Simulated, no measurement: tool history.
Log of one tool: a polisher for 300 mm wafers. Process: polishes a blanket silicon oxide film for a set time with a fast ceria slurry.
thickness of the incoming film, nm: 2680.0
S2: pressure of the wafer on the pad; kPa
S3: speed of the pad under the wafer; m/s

run 1 day=0.000 | flow_of_slurry_(ml/min)=145 S2=24.1 S3=0.90 polishing_time_(s)=32 | film_removed_(Å)=5188.0
run 2 day=0.208 | flow_of_slurry_(ml/min)=145 S2=24.1 S3=0.90 polishing_time_(s)=28 | film_removed_(Å)=4563.4
run 3 day=0.433 | flow_of_slurry_(ml/min)=140 S2=20.0 S3=0.86 polishing_time_(s)=28 | film_removed_(Å)=3554.2
run 4 day=0.704 | flow_of_slurry_(ml/min)=140 S2=15.2 S3=0.86 polishing_time_(s)=28 | film_removed_(Å)=2769.6
run 5 day=0.900 | flow_of_slurry_(ml/min)=135 S2=13.8 S3=0.86 polishing_time_(s)=28 | film_removed_(Å)=2543.7
run 6 day=1.029 | flow_of_slurry_(ml/min)=115 S2=13.8 S3=0.86 polishing_time_(s)=28 | film_removed_(Å)=2414.8
run 7 day=1.062 | flow_of_slurry_(ml/min)=110 S2=13.8 S3=0.86 polishing_time_(s)=28 | film_removed_(Å)=2441.3

Run 8 comes next. What will it give?
run 8 day=1.271 | flow_of_slurry_(ml/min)=105 S2=13.8 S3=0.86 polishing_time_(s)=28 | film_removed_(Å)=?

{"run 8": {"film removed (Å)": 2377.6}}
